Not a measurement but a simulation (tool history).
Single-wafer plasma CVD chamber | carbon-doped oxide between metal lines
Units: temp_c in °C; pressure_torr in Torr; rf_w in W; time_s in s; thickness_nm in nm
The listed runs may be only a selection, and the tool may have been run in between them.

run	day	temp_c	pressure_torr	rf_w	time_s	thickness_nm
1	0	340	5.39	375	16.7	72.92
2	0.042	341	5.27	365	16.7	70.889
3	0.358	341	4.56	365	16.7	68.731
4	0.412	342	4.37	360	16.7	67.763
5	0.462	342	4.37	360	15.9	64.677
6	0.708	336	4.37	360	15.9	65.609
7	1.046	336	4.22	355	15.9	64.325
8	1.408	336	4.1	350	15.9	63.014
9	1.45	336	4.01	350	15.9	63.007
10	1.583	336	3.91	350	15.9	62.603
11	1.821	336	3.83	350	15.9	62.832
12	1.967	336	3.76	350	15.9	62.419

Run 13 comes next. What will it give?
13	2.254	336	3.69	350	15.9	?

{"run 13": {"thickness_nm": 62.796}}
